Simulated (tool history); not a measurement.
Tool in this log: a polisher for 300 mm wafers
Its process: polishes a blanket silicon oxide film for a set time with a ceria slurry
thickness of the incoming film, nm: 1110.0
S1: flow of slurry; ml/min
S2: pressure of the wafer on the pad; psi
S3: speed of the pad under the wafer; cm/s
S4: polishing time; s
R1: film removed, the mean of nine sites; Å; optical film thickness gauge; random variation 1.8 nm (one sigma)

run	hour	S1	S2	S3	S4	R1
1	0	140	3.3	88	46	1660.7
2	3.9	140	3.3	88	41	1482.7
3	5.2	150	3.6	88	41	1640.6
4	11.6	150	3.6	106	41	1965.1
5	18.7	150	3.3	106	41	1774.5
6	24.2	135	3.3	106	41	1763.2
7	30.9	140	3.5	106	41	1869.6
8	34.3	145	3.7	106	41	2005.6

Run 9 comes next. What will it give?
9	40.5	150	3.8	106	41	?

R1: 2053.8 Å
